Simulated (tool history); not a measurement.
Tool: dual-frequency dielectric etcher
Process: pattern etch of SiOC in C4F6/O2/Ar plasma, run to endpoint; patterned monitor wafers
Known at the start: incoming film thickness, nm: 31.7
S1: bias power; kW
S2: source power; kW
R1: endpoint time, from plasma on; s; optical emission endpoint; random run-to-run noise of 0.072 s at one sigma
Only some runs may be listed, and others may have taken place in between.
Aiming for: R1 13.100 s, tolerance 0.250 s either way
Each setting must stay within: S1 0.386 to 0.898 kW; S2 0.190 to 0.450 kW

run	hour	S1	S2	R1
1	0.0	0.642	0.320	11.207
2	1.4	0.609	0.320	11.374
3	6.8	0.580	0.310	11.821
4	11.4	0.580	0.360	11.113
5	18.8	0.623	0.360	10.791
6	26.2	0.590	0.350	11.067
7	28.3	0.462	0.290	13.560
8	33.4	0.468	0.290	13.642
9	36.1	0.474	0.290	13.440

Which of these 5 next moves meets every target?
A	38.8	0.429	0.310	?
B	38.8	0.414	0.350	?
C	38.8	0.386	0.310	?
D	38.8	0.460	0.280	?
E	38.8	0.579	0.220	?

move	R1
A	13.577
B	13.124
C	14.282
D	13.711
E	13.634
A: the biggest miss grows against the last run
B: meets every target
C: the biggest miss grows against the last run
D: the biggest miss grows against the last run
E: the biggest miss grows against the last run
Go with B: it meets all targets.
